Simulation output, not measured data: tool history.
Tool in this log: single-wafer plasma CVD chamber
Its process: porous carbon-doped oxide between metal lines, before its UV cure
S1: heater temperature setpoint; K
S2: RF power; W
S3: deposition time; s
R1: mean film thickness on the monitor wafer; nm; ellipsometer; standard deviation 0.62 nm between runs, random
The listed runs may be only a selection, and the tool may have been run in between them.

run  hour      S1   S2    S3      R1
  1     0  578.15  565    26  148.69
  2   1.5  573.15  565    26  151.33
  3   3.1  576.15  535  25.8  141.95
  4   5.6  579.15  520  25.7  134.02
  5   6.3  579.15  520    26     137
  6  14.3  582.15  510    26  132.73

Forecast run 7:
     16.6  -- RF generator calibrated
  7  16.6  585.15  505  26   ?

R1: 132.38 nm
